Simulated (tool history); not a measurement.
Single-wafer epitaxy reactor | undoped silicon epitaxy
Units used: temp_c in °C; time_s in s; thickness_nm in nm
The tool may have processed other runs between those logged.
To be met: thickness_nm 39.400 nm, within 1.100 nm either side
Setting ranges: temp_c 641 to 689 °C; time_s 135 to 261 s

| run | hour | temp_c | time_s | thickness_nm |
|---|---|---|---|---|
| 1 | 0.0 | 665 | 198 | 45.752 |
| 2 | 2.9 | 665 | 188 | 43.413 |
| 3 | 6.0 | 665 | 160 | 36.890 |
| 4 | 9.4 | 666 | 160 | 37.689 |
| 5 | 13.1 | 659 | 160 | 31.915 |
| 6 | 19.6 | 661 | 160 | 33.561 |
| 7 | 23.3 | 663 | 160 | 35.282 |
| 8 | 25.7 | 664 | 160 | 36.091 |
| 9 | 33.7 | 665 | 160 | 36.897 |
| 10 | 42.0 | 666 | 160 | 37.792 |

Exactly one of the 5 candidate moves below puts every result within its allowed miss. Which one?
| A | 50.3 | 658 | 188 | ? |
| B | 50.3 | 663 | 167 | ? |
| C | 50.3 | 669 | 149 | ? |
| D | 50.3 | 669 | 155 | ? |
| E | 50.3 | 663 | 161 | ? |

| move | thickness_nm |
|---|---|
| A | 36.671 |
| B | 36.786 |
| C | 37.903 |
| D | 39.429 |
| E | 35.464 |
A: further off than the last run
B: further off than the last run
C: closer than the last run, but not yet in spec
D: meets every target
E: further off than the last run
Move D is the one to make.

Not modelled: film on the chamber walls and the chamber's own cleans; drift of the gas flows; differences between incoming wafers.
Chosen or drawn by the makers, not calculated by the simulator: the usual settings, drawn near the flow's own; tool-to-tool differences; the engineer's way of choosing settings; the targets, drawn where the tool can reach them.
